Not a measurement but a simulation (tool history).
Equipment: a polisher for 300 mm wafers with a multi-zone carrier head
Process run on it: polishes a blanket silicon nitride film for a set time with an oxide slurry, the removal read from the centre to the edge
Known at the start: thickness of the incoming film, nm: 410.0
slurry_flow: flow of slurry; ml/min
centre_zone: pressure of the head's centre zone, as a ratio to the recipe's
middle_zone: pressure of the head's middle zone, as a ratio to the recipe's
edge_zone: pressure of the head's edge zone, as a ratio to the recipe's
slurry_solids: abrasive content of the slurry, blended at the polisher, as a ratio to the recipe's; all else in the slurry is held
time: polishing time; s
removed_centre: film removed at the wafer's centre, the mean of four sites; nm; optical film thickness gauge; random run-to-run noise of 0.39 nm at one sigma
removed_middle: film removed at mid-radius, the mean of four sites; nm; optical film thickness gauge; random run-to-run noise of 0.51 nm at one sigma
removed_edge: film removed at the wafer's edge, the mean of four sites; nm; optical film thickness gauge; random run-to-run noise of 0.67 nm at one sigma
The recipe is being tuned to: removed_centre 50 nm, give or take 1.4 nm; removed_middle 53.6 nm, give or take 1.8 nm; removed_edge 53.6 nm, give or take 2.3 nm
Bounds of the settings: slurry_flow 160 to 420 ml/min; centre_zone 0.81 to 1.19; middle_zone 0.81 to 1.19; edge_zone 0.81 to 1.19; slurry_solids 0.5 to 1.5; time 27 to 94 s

run,hour,slurry_flow,centre_zone,middle_zone,edge_zone,slurry_solids,time,removed_centre,removed_middle,removed_edge
1,0,270,1,1,1,1,60,46.556,47.089,44.439
2,6,230,1,1,1,1,60,45.784,45.876,43.548
3,11.7,245,1,1.01,1.03,1.05,60,46.818,47.65,45.106
4,19.2,245,1,1.08,1.03,1.05,60,46.786,50.235,46.499
5,20.9,245,1,1.08,0.99,1.05,60,46.999,49.883,44.567
6,25.4,260,1,1.08,1.02,1.05,60,46.772,49.906,45.018
7,29.7,250,1,1.07,1.04,1.1,60,47.514,50.004,47.106
8,31.6,255,1,1.08,1.06,1.1,60,48.095,50.61,46.483
9,40.3,240,0.99,1.07,1.07,1.15,60,47.747,51.944,47.338
10,42.8,245,0.98,1.04,1.09,1.15,61,48.679,51.059,49.853
11,48.5,250,0.98,1.04,1.1,1.15,61,48.85,50.961,48.811
12,53.7,245,0.97,1.04,1.11,1.2,61,47.888,51.771,50.103
13,59.7,250,0.97,1.04,1.12,1.2,61,48.908,51.636,50.046
14,62.1,245,0.97,1.04,1.13,1.2,61,48.2,52.7,49.277

5 candidate next runs follow, results not yet known. Just one meets every target within its allowed miss. Identify it.
A,64.5,235,0.92,0.97,1.05,1.3,65,?,?,?
B,64.5,245,0.94,0.9,1.08,1.35,62,?,?,?
C,64.5,210,0.95,1.13,1.12,1.2,66,?,?,?
D,64.5,245,0.9,0.95,0.99,1.35,60,?,?,?
E,64.5,225,1.08,1.14,1.16,1.1,61,?,?,?

move,removed_centre,removed_middle,removed_edge
A,50.115,54.151,53.614
B,49.61,49.48,52.687
C,50.742,59.939,54.275
D,45.965,49.958,48.825
E,52.023,54.317,49.695
A: all results land within tolerance of their targets
B: the worst result of the last run now meets its target, but another is out of spec
C: the worst result of the last run now meets its target, but another is out of spec
D: its largest miss is bigger than the last run's
E: nearer than the last run, and not there yet
Move A is the one to make.
